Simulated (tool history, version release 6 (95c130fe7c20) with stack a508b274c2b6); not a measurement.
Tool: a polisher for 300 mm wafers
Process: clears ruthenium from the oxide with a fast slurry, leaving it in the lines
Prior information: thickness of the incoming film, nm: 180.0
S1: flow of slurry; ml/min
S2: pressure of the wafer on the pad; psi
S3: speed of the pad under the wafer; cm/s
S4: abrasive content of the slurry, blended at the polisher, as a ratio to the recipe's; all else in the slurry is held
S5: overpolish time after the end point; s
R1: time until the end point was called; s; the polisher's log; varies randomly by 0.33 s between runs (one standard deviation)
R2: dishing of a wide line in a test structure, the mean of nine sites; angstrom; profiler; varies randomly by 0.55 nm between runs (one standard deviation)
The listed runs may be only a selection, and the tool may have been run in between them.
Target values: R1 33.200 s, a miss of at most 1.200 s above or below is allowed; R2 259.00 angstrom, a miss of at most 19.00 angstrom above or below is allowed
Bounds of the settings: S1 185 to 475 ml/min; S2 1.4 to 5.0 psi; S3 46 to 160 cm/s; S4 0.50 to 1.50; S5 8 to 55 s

Run 1, day 0.000: S1 305 ml/min, S2 3.2 psi, S3 102 cm/s, S4 1.00, S5 28 s. Result: R1 31.777 s, R2 460.46 angstrom.
Run 2, day 0.025: S1 335 ml/min, S2 3.2 psi, S3 102 cm/s, S4 1.00, S5 28 s. Result: R1 31.840 s, R2 437.84 angstrom.
Run 3, day 0.054: S1 335 ml/min, S2 3.2 psi, S3 102 cm/s, S4 1.10, S5 28 s. Result: R1 30.315 s, R2 474.24 angstrom.
Run 4, day 0.408: S1 335 ml/min, S2 3.2 psi, S3 102 cm/s, S4 1.10, S5 36 s. Result: R1 29.919 s, R2 489.17 angstrom.
Run 5, day 0.558: S1 380 ml/min, S2 3.4 psi, S3 102 cm/s, S4 0.90, S5 27 s. Result: R1 31.259 s, R2 465.21 angstrom.
Run 6, day 0.758: S1 380 ml/min, S2 3.4 psi, S3 102 cm/s, S4 0.70, S5 27 s. Result: R1 36.198 s, R2 436.92 angstrom.
Run 7, day 0.812: S1 390 ml/min, S2 4.2 psi, S3 102 cm/s, S4 0.50, S5 13 s. Result: R1 39.566 s, R2 317.41 angstrom.
Run 8, day 1.125: S1 325 ml/min, S2 4.5 psi, S3 104 cm/s, S4 0.50, S5 11 s. Result: R1 37.355 s, R2 291.10 angstrom.
Run 9, day 1.496: S1 300 ml/min, S2 4.7 psi, S3 106 cm/s, S4 0.50, S5 10 s. Result: R1 35.195 s, R2 280.15 angstrom.
At day 1.783: head pressure recalibrated.
Run 10, day 1.783: S1 285 ml/min, S2 4.8 psi, S3 106 cm/s, S4 0.50, S5 9 s. Result: R1 37.382 s, R2 257.19 angstrom.
Run 11, day 1.962: S1 290 ml/min, S2 4.9 psi, S3 108 cm/s, S4 0.50, S5 9 s. Result: R1 35.543 s, R2 253.99 angstrom.
Run 12, day 2.321: S1 290 ml/min, S2 4.9 psi, S3 108 cm/s, S4 0.50, S5 9 s. Result: R1 35.848 s, R2 264.30 angstrom.
Run 13, day 2.621: S1 285 ml/min, S2 4.9 psi, S3 110 cm/s, S4 0.50, S5 9 s. Result: R1 35.248 s, R2 270.41 angstrom.

Which of these 4 next moves meets every target?
Run A, day 2.921: S1 270 ml/min, S2 4.7 psi, S3 110 cm/s, S4 0.50, S5 8 s. Result: R1 ?, R2 ?.
Run B, day 2.921: S1 185 ml/min, S2 5.0 psi, S3 98 cm/s, S4 0.65, S5 8 s. Result: R1 ?, R2 ?.
Run C, day 2.921: S1 225 ml/min, S2 5.0 psi, S3 96 cm/s, S4 0.60, S5 8 s. Result: R1 ?, R2 ?.
Run D, day 2.921: S1 285 ml/min, S2 4.8 psi, S3 110 cm/s, S4 0.50, S5 8 s. Result: R1 ?, R2 ?.

move      R1      R2
   A  37.335  234.93
   B  33.543  252.71
   C  35.418  243.61
   D  36.522  238.54
A: lands further from the targets than the last run did
B: every result lands within tolerance
C: lands further from the targets than the last run did
D: lands further from the targets than the last run did
So the answer is move B, the one that meets all the targets.

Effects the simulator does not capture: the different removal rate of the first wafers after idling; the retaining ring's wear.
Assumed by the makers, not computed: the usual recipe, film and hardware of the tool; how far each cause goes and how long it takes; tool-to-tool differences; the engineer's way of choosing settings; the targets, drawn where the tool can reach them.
